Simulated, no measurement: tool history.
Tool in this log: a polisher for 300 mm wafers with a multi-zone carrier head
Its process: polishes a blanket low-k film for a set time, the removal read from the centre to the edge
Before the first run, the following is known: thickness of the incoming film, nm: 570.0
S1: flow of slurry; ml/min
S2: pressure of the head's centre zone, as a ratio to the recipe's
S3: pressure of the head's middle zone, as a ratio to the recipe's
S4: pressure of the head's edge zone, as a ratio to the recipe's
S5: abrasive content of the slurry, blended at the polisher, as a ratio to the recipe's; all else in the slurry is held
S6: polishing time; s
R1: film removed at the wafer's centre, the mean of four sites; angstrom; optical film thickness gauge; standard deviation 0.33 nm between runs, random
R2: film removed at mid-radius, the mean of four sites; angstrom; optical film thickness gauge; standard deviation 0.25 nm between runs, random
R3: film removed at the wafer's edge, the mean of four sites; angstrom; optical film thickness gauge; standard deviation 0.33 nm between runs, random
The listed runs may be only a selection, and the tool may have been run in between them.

| run | day | S1 | S2 | S3 | S4 | S5 | S6 | R1 | R2 | R3 |
|---|---|---|---|---|---|---|---|---|---|---|
| 1 | 0.000 | 295 | 1.00 | 1.00 | 1.00 | 1.00 | 63 | 150.61 | 150.07 | 152.51 |
| 2 | 0.329 | 295 | 1.00 | 1.00 | 1.01 | 1.05 | 64 | 153.56 | 158.05 | 157.55 |
| 3 | 0.383 | 295 | 1.00 | 1.00 | 1.05 | 1.05 | 64 | 156.19 | 159.26 | 161.91 |
| 4 | 0.488 | 295 | 1.00 | 0.99 | 1.06 | 1.10 | 65 | 160.83 | 162.20 | 166.09 |
| 5 | 0.821 | 255 | 1.00 | 0.99 | 1.06 | 1.10 | 65 | 159.82 | 159.42 | 164.23 |
| 6 | 1.083 | 255 | 1.00 | 1.07 | 1.06 | 1.10 | 65 | 159.20 | 170.21 | 163.14 |
| 7 | 1.342 | 255 | 1.00 | 1.07 | 1.06 | 1.10 | 65 | 158.18 | 175.22 | 160.20 |
| 8 | 1.488 | 260 | 1.00 | 1.06 | 1.07 | 1.15 | 66 | 167.25 | 177.69 | 168.37 |
| 9 | 1.633 | 265 | 1.00 | 1.05 | 1.08 | 1.20 | 67 | 172.77 | 179.16 | 177.83 |
| 10 | 1.858 | 285 | 1.07 | 1.06 | 1.18 | 1.45 | 76 | 220.56 | 218.55 | 223.71 |

What does the tool deliver on the next run?
| 11 | 2.071 | 285 | 1.07 | 1.05 | 1.18 | 1.45 | 76 | ? | ? | ? |

R1: 220.48 angstrom
R2: 219.42 angstrom
R3: 223.99 angstrom
